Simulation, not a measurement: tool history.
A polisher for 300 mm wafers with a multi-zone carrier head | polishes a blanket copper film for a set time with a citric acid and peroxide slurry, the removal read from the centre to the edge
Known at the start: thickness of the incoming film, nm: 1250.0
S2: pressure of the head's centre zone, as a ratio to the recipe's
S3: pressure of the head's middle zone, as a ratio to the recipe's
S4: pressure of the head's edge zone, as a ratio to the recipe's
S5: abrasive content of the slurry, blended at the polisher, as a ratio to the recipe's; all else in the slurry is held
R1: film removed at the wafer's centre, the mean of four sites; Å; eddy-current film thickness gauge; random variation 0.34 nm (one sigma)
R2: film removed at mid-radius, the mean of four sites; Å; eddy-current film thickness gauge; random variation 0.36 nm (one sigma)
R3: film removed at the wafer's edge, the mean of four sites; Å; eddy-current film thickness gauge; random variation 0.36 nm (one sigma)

run 1 hour=0 | flow_of_slurry_(ml/min)=175 S2=1 S3=1 S4=1 S5=1 polishing_time_(s)=30 | R1=600.24 R2=609.73 R3=629.73
run 2 hour=6.1 | flow_of_slurry_(ml/min)=175 S2=1 S3=0.93 S4=1 S5=1 polishing_time_(s)=30 | R1=607.52 R2=580.54 R3=615.65
run 3 hour=8.7 | flow_of_slurry_(ml/min)=170 S2=0.98 S3=0.94 S4=0.99 S5=0.95 polishing_time_(s)=28 | R1=559.35 R2=534.58 R3=576.44
run 4 hour=17.1 | flow_of_slurry_(ml/min)=160 S2=0.96 S3=0.97 S4=0.97 S5=0.9 polishing_time_(s)=26 | R1=489.25 R2=497.92 R3=521.84
run 5 hour=24.3 | flow_of_slurry_(ml/min)=160 S2=0.96 S3=1.01 S4=0.97 S5=0.9 polishing_time_(s)=26 | R1=497.72 R2=510.73 R3=516.33
run 6 hour=31.7 | flow_of_slurry_(ml/min)=155 S2=0.94 S3=1.03 S4=0.98 S5=0.85 polishing_time_(s)=25 | R1=447.24 R2=504.1 R3=487.3
run 7 hour=37 | flow_of_slurry_(ml/min)=150 S2=0.93 S3=1.02 S4=0.98 S5=0.8 polishing_time_(s)=24 | R1=415.02 R2=470.29 R3=457.98
run 8 hour=41.6 | flow_of_slurry_(ml/min)=150 S2=0.93 S3=1.02 S4=0.98 S5=0.8 polishing_time_(s)=24 | R1=423.99 R2=463.2 R3=464.94
run 9 hour=50.2 | flow_of_slurry_(ml/min)=145 S2=0.92 S3=1.03 S4=0.98 S5=0.75 polishing_time_(s)=23 | R1=395.85 R2=443.28 R3=430.04
run 10 hour=52.3 | flow_of_slurry_(ml/min)=140 S2=0.91 S3=1.03 S4=0.99 S5=0.7 polishing_time_(s)=22 | R1=368.69 R2=416.46 R3=407.78
run 11 hour=59.3 | flow_of_slurry_(ml/min)=135 S2=0.9 S3=1.03 S4=0.99 S5=0.7 polishing_time_(s)=22 | R1=362.68 R2=409.78 R3=410.48
run 12 hour=63.2 | flow_of_slurry_(ml/min)=135 S2=0.89 S3=1.03 S4=0.99 S5=0.7 polishing_time_(s)=22 | R1=345.52 R2=415.09 R3=411.28

The next listed run, before its measurement:
run 13 hour=70.8 | flow_of_slurry_(ml/min)=135 S2=0.88 S3=1.03 S4=0.98 S5=0.65 polishing_time_(s)=22 | R1=? R2=? R3=?

Run 13 gave R1 339.33 Å, R2 408.46 Å, R3 397.98 Å.
